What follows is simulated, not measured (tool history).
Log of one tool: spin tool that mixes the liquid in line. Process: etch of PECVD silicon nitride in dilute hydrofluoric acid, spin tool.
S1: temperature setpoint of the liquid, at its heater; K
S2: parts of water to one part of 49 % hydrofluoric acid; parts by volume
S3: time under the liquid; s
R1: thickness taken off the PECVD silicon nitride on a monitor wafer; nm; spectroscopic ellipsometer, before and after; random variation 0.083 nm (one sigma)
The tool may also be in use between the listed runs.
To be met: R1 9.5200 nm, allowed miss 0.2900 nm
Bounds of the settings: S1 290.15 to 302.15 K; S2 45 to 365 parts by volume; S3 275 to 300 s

| run | hour | S1 | S2 | S3 | R1 |
|---|---|---|---|---|---|
| 1 | 0.0 | 294.15 | 205 | 275 | 4.2676 |
| 2 | 5.9 | 294.15 | 205 | 300 | 4.6538 |
| 3 | 12.9 | 294.15 | 205 | 275 | 4.2581 |
| 4 | 16.8 | 291.15 | 205 | 275 | 3.5066 |
| 5 | 21.7 | 293.65 | 205 | 275 | 4.1432 |
| 6 | 30.6 | 293.65 | 245 | 275 | 3.4438 |
| 7 | 34.2 | 296.65 | 205 | 275 | 4.9824 |
| 8 | 37.0 | 298.65 | 180 | 275 | 6.4294 |
| 9 | 43.8 | 299.65 | 170 | 275 | 7.3061 |
| 10 | 48.0 | 300.65 | 165 | 275 | 7.8916 |
| 11 | 49.2 | 302.15 | 140 | 275 | 10.4600 |
| 12 | 50.7 | 301.65 | 140 | 275 | 10.1370 |

Which of these 4 next moves meets every target?
| A | 52.2 | 302.15 | 170 | 290 | ? |
| B | 52.2 | 302.15 | 150 | 300 | ? |
| C | 52.2 | 301.65 | 160 | 295 | ? |
| D | 52.2 | 300.65 | 135 | 280 | ? |

| move | R1 |
|---|---|
| A | 9.0059 |
| B | 10.5740 |
| C | 9.4454 |
| D | 9.9922 |
A: takes the result that was furthest off past its target
B: further off than the last run
C: meets every target
D: nearer than the last run, and not there yet
The right move is C.
